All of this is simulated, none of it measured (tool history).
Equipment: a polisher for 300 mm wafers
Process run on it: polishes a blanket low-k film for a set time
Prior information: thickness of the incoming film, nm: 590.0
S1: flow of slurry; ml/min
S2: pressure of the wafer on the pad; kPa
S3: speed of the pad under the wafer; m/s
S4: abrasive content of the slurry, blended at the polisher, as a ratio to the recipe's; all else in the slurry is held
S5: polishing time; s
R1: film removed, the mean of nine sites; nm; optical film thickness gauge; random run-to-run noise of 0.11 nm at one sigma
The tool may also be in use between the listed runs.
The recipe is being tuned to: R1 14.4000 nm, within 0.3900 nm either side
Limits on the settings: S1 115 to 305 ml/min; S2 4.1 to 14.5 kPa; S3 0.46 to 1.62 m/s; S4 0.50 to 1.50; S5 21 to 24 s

| run | hour | S1 | S2 | S3 | S4 | S5 | R1 |
|---|---|---|---|---|---|---|---|
| 1 | 0.0 | 195 | 9.0 | 1.04 | 1.00 | 24 | 7.5434 |
| 2 | 0.7 | 195 | 9.0 | 1.04 | 1.15 | 24 | 7.9871 |
| 3 | 3.2 | 195 | 8.3 | 1.04 | 1.15 | 24 | 7.3938 |
| 4 | 12.1 | 195 | 10.3 | 1.04 | 1.15 | 24 | 9.0217 |
| 5 | 15.2 | 195 | 10.3 | 1.04 | 1.15 | 24 | 9.0930 |
| 6 | 20.2 | 195 | 13.1 | 1.04 | 1.15 | 24 | 11.6120 |
| 7 | 28.1 | 205 | 13.8 | 1.06 | 1.15 | 24 | 12.4510 |
| 8 | 36.3 | 205 | 13.8 | 1.10 | 1.15 | 24 | 12.8770 |
| 9 | 43.8 | 205 | 13.8 | 1.12 | 1.15 | 24 | 13.0080 |
| 10 | 44.7 | 235 | 14.5 | 1.12 | 1.15 | 24 | 13.9280 |

Pick the move, out of 4, that brings all results within their allowed miss; only one does.
| A | 45.6 | 240 | 14.5 | 1.16 | 1.15 | 23 | ? |
| B | 45.6 | 255 | 14.5 | 1.14 | 1.20 | 24 | ? |
| C | 45.6 | 250 | 14.5 | 1.22 | 1.10 | 22 | ? |
| D | 45.6 | 205 | 14.5 | 1.42 | 0.90 | 22 | ? |

| move | R1 |
|---|---|
| A | 13.8280 |
| B | 14.5910 |
| C | 13.5670 |
| D | 13.5860 |
A: further off than the last run
B: all results in spec
C: further off than the last run
D: further off than the last run
So the answer is move B, the one that meets all the targets.

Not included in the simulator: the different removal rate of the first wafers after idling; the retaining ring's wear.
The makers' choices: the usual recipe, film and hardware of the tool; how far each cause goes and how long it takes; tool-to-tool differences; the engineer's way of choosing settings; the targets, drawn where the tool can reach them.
